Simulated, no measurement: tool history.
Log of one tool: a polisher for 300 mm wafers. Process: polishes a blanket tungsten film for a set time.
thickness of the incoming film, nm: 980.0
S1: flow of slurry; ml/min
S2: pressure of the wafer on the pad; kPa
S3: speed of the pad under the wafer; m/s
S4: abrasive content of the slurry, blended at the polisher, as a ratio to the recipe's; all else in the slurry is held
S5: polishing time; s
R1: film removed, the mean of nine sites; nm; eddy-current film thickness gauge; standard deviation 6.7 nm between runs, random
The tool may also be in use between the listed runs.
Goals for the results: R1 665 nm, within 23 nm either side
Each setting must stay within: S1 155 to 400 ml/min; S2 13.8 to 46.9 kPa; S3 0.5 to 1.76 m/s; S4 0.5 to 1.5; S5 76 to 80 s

run  hour   S1    S2    S3  S4  S5      R1
  1     0  255  30.3  1.12   1  76  420.84
  2   6.7  255  30.3  1.12   1  76  429.56
  3   9.6  255  32.4  1.12   1  76  452.15
  4  12.7  255  32.4  0.96   1  76  392.61
  5  20.8  255  34.5  0.98   1  76  415.78
  6    23  255  34.5  0.98   1  76  425.99
  7  23.6  255  36.5     1   1  76  469.94
  8  31.7  255  37.9     1   1  76  468.01

Which single option among these 5 for the next run brings every result within its allowed miss of target? Just one does.
  A  39.8  215  38.6  1.14   0.9  80   ?
  B  39.8  320  37.9   0.7  1.05  76   ?
  C  39.8  335  35.2   1.4     1  80   ?
  D  39.8  255  44.1  1.36   0.8  80   ?
  E  39.8  160    31  1.18   0.9  76   ?

move      R1
   A  553.42
   B  357.75
   C   661.1
   D  738.47
   E  419.12
A: nearer than the last run, and not there yet
B: its largest miss is bigger than the last run's
C: all results land within tolerance of their targets
D: moves the result that the last run missed by most past its target, out the other side
E: its largest miss is bigger than the last run's
C meets every target.
